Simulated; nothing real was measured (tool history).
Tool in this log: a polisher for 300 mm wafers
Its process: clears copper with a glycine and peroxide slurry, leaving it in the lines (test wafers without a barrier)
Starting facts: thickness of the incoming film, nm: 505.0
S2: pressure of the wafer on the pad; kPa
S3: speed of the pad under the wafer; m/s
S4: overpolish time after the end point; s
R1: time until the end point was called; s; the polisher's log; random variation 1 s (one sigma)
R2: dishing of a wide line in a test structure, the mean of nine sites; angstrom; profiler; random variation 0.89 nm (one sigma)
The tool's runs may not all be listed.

{"run": 1, "hour": 0.0, "flow of slurry (ml/min)": 205, "S2": 11.7, "S3": 1.04, "S4": 28, "R1": 141.57, "R2": 599.31}
{"run": 2, "hour": 8.1, "flow of slurry (ml/min)": 210, "S2": 12.4, "S3": 1.04, "S4": 28, "R1": 136.25, "R2": 605.54}
{"run": 3, "hour": 16.3, "flow of slurry (ml/min)": 210, "S2": 12.4, "S3": 0.94, "S4": 28, "R1": 146.28, "R2": 586.18}
{"run": 4, "hour": 21.5, "flow of slurry (ml/min)": 210, "S2": 13.8, "S3": 0.94, "S4": 28, "R1": 134.96, "R2": 613.25}
{"run": 5, "hour": 29.1, "flow of slurry (ml/min)": 210, "S2": 13.8, "S3": 0.94, "S4": 39, "R1": 133.91, "R2": 740.23}
{"run": 6, "hour": 29.8, "flow of slurry (ml/min)": 210, "S2": 13.8, "S3": 0.94, "S4": 34, "R1": 134.11, "R2": 670.68}

For run 7, what comes out?
{"run": 7, "hour": 33.6, "flow of slurry (ml/min)": 215, "S2": 13.8, "S3": 0.94, "S4": 33, "R1": "?", "R2": "?"}

Run 7 yielded R1 132.97 s, R2 697.39 angstrom.
